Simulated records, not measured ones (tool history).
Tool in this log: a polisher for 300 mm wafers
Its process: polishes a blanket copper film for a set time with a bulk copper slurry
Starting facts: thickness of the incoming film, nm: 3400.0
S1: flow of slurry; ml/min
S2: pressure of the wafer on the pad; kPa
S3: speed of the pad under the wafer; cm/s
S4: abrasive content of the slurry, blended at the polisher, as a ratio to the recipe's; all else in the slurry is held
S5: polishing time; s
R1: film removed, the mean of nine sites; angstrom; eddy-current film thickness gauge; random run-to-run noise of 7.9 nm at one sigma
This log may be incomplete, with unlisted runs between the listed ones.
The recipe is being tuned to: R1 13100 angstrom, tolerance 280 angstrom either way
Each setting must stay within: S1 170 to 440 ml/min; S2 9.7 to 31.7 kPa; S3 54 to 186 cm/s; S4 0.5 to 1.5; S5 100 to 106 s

run  hour   S1    S2   S3  S4   S5     R1
  1     0  280  20.7  118   1  100  10708
  2   7.7  290  22.1  118   1  100  11470
  3  16.2  290  22.1  118   1  100  11335
  4  23.9  290  22.8  118   1  100  11622
  5  25.2  260  22.8  118   1  100  11559
  6  28.6  280  23.4  118   1  100  12155
  7  35.4  290  24.1  118   1  100  12383
  8  42.5  290  24.1  118   1  100  12451
  9  46.7  295  24.1  118   1  100  12427
 10  52.7  295  24.8  118   1  100  12769

Consider the 4 candidate settings below. Which is the only one whose results all fall within their allowed miss of target?
  A  58.7  270  26.9   92  1.3  106   ?
  B  58.7  410  24.1  126  0.7  105   ?
  C  58.7  280  24.8  112  1.1  102   ?
  D  58.7  290  23.4  122    1  100   ?

move     R1
   A  12132
   B  13082
   C  12500
   D  12330
A: lands further from the targets than the last run did
B: hits every target within its allowed miss
C: lands further from the targets than the last run did
D: lands further from the targets than the last run did
The move that meets every target is B.
